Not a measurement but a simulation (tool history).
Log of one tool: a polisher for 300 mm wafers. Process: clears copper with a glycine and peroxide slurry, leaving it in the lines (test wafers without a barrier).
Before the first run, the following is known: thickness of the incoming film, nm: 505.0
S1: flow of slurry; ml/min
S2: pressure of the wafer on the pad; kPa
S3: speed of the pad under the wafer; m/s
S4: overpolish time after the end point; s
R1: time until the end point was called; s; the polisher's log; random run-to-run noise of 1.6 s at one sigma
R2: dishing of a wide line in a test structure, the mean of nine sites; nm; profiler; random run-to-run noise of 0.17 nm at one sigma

| run | hour | S1 | S2 | S3 | S4 | R1 | R2 |
|---|---|---|---|---|---|---|---|
| 1 | 0 | 180 | 17.2 | 1.28 | 9 | 87.472 | 31.411 |
| 2 | 2.6 | 170 | 15.9 | 1.32 | 8 | 90.061 | 27.257 |
| 3 | 6.5 | 160 | 14.5 | 1.36 | 7 | 97.16 | 23.468 |
| 4 | 10.9 | 190 | 14.5 | 1.36 | 7 | 96.102 | 23.363 |
| 5 | 15.6 | 190 | 14.5 | 1.36 | 8 | 90.415 | 26.529 |
| 6 | 18.6 | 190 | 14.5 | 1.36 | 10 | 91.353 | 31.832 |
| 7 | 25.8 | 205 | 13.1 | 1.38 | 9 | 97.689 | 26.873 |
| 8 | 34.6 | 220 | 12.4 | 1.42 | 8 | 97.771 | 24.704 |
| 9 | 35.7 | 220 | 12.4 | 1.42 | 8 | 100.37 | 24.669 |
| 10 | 36.4 | 170 | 7.6 | 1.58 | 4 | 140.34 | 9.8948 |
|  | 39.2 | head pressure recalibrated |
| 11 | 39.2 | 165 | 8.3 | 1.66 | 4 | 135.53 | 10.36 |

Expected results for the next run?
| 12 | 48 | 215 | 9 | 1.74 | 3 | ? | ? |

R1: 116.68 s
R2: 9.0426 nm

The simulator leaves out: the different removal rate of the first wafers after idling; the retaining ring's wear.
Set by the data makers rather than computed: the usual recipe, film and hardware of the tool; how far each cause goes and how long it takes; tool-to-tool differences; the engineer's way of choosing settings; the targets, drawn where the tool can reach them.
